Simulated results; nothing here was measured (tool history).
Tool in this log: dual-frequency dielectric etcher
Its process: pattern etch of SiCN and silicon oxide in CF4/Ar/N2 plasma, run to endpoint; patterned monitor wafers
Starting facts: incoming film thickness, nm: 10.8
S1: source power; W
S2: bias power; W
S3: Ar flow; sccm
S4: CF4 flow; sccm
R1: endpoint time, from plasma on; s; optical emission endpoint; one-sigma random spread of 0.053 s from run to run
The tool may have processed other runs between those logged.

run	hour	S1	S2	S3	S4	R1
1	0	470	74	103	43	13.261
2	3.8	500	74	103	43	12.392
3	6.3	500	74	117	43	12.925
4	8.1	520	74	117	43	12.328
5	12.8	520	74	117	36	12.768
6	19.5	540	74	117	36	12.399

For run 7, what comes out?
7	21.5	560	74	117	36	?

Logged for run 7: R1 12.011 s.
